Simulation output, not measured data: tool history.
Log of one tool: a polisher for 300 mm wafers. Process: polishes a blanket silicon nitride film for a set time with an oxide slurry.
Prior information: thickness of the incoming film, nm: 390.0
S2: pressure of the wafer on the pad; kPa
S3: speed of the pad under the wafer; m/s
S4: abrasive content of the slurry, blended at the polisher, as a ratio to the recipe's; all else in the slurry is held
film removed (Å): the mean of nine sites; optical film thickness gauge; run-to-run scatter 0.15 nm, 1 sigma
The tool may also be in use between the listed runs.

run 1 hour=0 | flow_of_slurry_(ml/min)=215 S2=28.3 S3=1.28 S4=1 polishing_time_(s)=41 | film_removed_(Å)=304.48
run 2 hour=7.9 | flow_of_slurry_(ml/min)=215 S2=28.3 S3=1.28 S4=1.15 polishing_time_(s)=41 | film_removed_(Å)=327.66
run 3 hour=15.2 | flow_of_slurry_(ml/min)=215 S2=26.9 S3=1.28 S4=1.15 polishing_time_(s)=41 | film_removed_(Å)=306.04
run 4 hour=22.9 | flow_of_slurry_(ml/min)=215 S2=26.9 S3=1.28 S4=1.15 polishing_time_(s)=41 | film_removed_(Å)=309.35
run 5 hour=30.2 | flow_of_slurry_(ml/min)=215 S2=26.9 S3=1.06 S4=1.15 polishing_time_(s)=41 | film_removed_(Å)=270.43
run 6 hour=38.6 | flow_of_slurry_(ml/min)=215 S2=26.9 S3=1.06 S4=1.15 polishing_time_(s)=36 | film_removed_(Å)=237.72
run 7 hour=40.2 | flow_of_slurry_(ml/min)=215 S2=26.2 S3=1.06 S4=1.15 polishing_time_(s)=36 | film_removed_(Å)=228.31
run 8 hour=41.3 | flow_of_slurry_(ml/min)=215 S2=25.5 S3=1.06 S4=1.15 polishing_time_(s)=36 | film_removed_(Å)=225.44
run 9 hour=49.7 | flow_of_slurry_(ml/min)=215 S2=24.8 S3=1.06 S4=1.15 polishing_time_(s)=36 | film_removed_(Å)=220.47
run 10 hour=54.1 | flow_of_slurry_(ml/min)=215 S2=24.8 S3=1.06 S4=1.15 polishing_time_(s)=36 | film_removed_(Å)=219.1

Run 11 has not been measured yet. What should we expect?
run 11 hour=57.2 | flow_of_slurry_(ml/min)=205 S2=22.8 S3=1.06 S4=1.15 polishing_time_(s)=36 | film_removed_(Å)=?

film removed (Å): 200.93
